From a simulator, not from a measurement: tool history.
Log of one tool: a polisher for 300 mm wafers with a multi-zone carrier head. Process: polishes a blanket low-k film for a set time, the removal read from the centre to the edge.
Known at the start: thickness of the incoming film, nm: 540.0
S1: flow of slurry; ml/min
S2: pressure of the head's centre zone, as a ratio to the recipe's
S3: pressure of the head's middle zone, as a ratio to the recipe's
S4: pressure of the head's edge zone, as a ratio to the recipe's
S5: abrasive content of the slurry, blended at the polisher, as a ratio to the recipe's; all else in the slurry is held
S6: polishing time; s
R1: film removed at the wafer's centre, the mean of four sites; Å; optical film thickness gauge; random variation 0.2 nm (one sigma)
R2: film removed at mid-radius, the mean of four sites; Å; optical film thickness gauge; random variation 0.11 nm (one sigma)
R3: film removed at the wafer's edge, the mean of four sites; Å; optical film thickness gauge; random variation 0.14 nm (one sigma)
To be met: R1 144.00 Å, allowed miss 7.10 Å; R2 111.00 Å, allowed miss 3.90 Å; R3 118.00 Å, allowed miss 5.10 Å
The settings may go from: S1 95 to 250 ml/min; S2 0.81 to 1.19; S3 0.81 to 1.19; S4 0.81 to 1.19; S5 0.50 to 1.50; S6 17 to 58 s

run   hour   S1    S2    S3    S4    S5  S6      R1      R2      R3
  1    0.0  160  1.00  1.00  1.00  1.00  37  137.07  138.25  140.14
  2    7.7  160  1.00  0.96  1.00  1.00  37  139.45  132.81  140.75
  3   13.9  195  1.00  0.96  1.00  1.00  37  144.38  137.59  143.02
  4   15.2  195  1.01  0.95  0.98  0.95  37  138.36  132.80  135.99
  5   20.5  195  1.03  0.93  0.96  0.95  37  145.36  130.88  133.35
  6   27.8  195  1.03  0.93  0.96  1.10  37  154.67  141.90  144.03
  7   28.6  190  1.04  0.91  0.95  1.05  37  153.50  134.14  144.83
  8   36.6  190  1.04  0.91  0.95  1.05  37  152.78  137.53  140.98
  9   40.7  190  1.04  0.91  0.95  1.05  37  153.22  132.68  141.98
 10   45.8  190  1.05  0.90  0.94  1.00  37  149.50  130.20  136.12
 11   53.4  185  1.06  0.89  0.93  1.00  37  148.18  126.05  136.90
 12   56.9  185  1.07  0.89  0.92  1.00  37  152.71  126.08  134.45
 13   63.5  180  1.07  0.89  0.91  1.00  37  156.06  128.62  134.36
      70.7  -- edge zone pressure recalibrated
 14   70.7  180  1.07  0.88  0.90  1.00  37  151.51  125.24  130.64
 15   77.7  175  1.07  0.87  0.89  1.00  37  152.22  124.02  131.71
 16   85.1  175  1.07  0.86  0.88  1.00  37  151.07  123.92  131.72
 17   88.2  175  1.07  0.86  0.87  1.00  37  150.60  122.08  129.65
 18   89.8  175  1.07  0.86  0.86  1.00  37  149.11  124.23  130.63
 19   91.9  175  1.08  0.86  0.85  1.00  37  151.86  122.09  128.04
 20   98.1  175  1.08  0.86  0.84  1.00  37  148.58  121.51  127.78
 21  102.5  170  1.10  0.85  0.82  0.95  37  152.29  118.22  120.63

Which of these 4 next moves meets every target?
  A  106.9  220  1.06  0.94  0.81  0.85  37   ?   ?   ?
  B  106.9  165  1.17  1.00  0.81  0.80  40   ?   ?   ?
  C  106.9  180  1.17  0.91  0.87  0.80  39   ?   ?   ?
  D  106.9  160  1.16  0.87  0.91  0.90  35   ?   ?   ?

move      R1      R2      R3
   A  140.76  125.07  119.27
   B  154.38  131.38  120.24
   C  152.83  120.03  122.41
   D  142.84  109.33  118.80
A: further off than the last run
B: further off than the last run
C: further off than the last run
D: meets every target
Answer: D

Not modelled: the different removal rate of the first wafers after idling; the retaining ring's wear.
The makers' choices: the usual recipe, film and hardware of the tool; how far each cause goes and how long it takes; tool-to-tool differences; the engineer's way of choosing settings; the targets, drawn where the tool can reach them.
